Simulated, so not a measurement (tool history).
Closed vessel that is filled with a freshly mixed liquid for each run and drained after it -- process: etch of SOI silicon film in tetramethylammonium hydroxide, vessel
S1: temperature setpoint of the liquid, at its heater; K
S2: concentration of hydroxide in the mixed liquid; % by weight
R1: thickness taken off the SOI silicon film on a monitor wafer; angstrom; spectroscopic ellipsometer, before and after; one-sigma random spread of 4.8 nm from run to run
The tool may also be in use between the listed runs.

run 1 day=0 | S1=342.15 S2=8 time_in_the_liquid_(s)=105 | R1=7680.7
run 2 day=0.258 | S1=342.15 S2=8.5 time_in_the_liquid_(s)=105 | R1=7527.8
run 3 day=0.575 | S1=342.15 S2=8.5 time_in_the_liquid_(s)=105 | R1=7516.6
run 4 day=0.696 | S1=342.15 S2=6.5 time_in_the_liquid_(s)=105 | R1=8252.7
run 5 day=0.946 | S1=342.15 S2=6.5 time_in_the_liquid_(s)=105 | R1=8248.6
run 6 day=1.058 | S1=342.15 S2=6.5 time_in_the_liquid_(s)=105 | R1=8256
run 7 day=1.25 | S1=340.15 S2=6.5 time_in_the_liquid_(s)=105 | R1=7268.8

The next listed run, before its measurement:
run 8 day=1.358 | S1=338.65 S2=6.5 time_in_the_liquid_(s)=105 | R1=?

Run 8 came out at R1 6713.6 angstrom.
